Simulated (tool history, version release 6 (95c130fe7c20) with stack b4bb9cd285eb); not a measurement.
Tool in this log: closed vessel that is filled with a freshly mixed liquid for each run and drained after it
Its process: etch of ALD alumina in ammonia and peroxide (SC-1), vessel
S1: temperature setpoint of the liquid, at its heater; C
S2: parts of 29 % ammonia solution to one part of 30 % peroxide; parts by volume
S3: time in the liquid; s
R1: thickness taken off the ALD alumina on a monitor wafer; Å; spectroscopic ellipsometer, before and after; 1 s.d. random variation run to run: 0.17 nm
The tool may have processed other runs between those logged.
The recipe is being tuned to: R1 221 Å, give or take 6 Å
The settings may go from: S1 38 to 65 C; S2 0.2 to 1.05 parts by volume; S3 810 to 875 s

| run | hour | S1 | S2 | S3 | R1 |
|---|---|---|---|---|---|
| 1 | 0 | 49 | 0.55 | 810 | 330.55 |
| 2 | 9.3 | 49 | 0.55 | 875 | 352.89 |
| 3 | 14.8 | 47 | 0.55 | 875 | 318.03 |
| 4 | 16.1 | 47 | 0.65 | 875 | 323.94 |
| 5 | 18.3 | 45.5 | 0.65 | 875 | 296.68 |
| 6 | 24.4 | 45.5 | 0.8 | 875 | 302.33 |
| 7 | 31.2 | 44 | 0.8 | 875 | 278.61 |
| 8 | 40.3 | 43 | 0.8 | 875 | 262.05 |
| 9 | 44 | 42.5 | 0.8 | 875 | 255.36 |
| 10 | 47.2 | 42 | 0.8 | 875 | 247.04 |
| 11 | 50.1 | 39.5 | 0.8 | 875 | 214.31 |

Pick the move, out of 4, that brings all results within their allowed miss; only one does.
| A | 53 | 41 | 0.9 | 875 | ? |
| B | 53 | 40.5 | 0.55 | 875 | ? |
| C | 53 | 41.5 | 0.75 | 875 | ? |
| D | 53 | 41 | 0.8 | 870 | ? |

| move | R1 |
|---|---|
| A | 235.65 |
| B | 218.35 |
| C | 238.46 |
| D | 231.69 |
A: the result that was furthest off in the last run now lies on the other side of its target
B: meets every target
C: the result that was furthest off in the last run now lies on the other side of its target
D: the result that was furthest off in the last run now lies on the other side of its target
The right move is B.
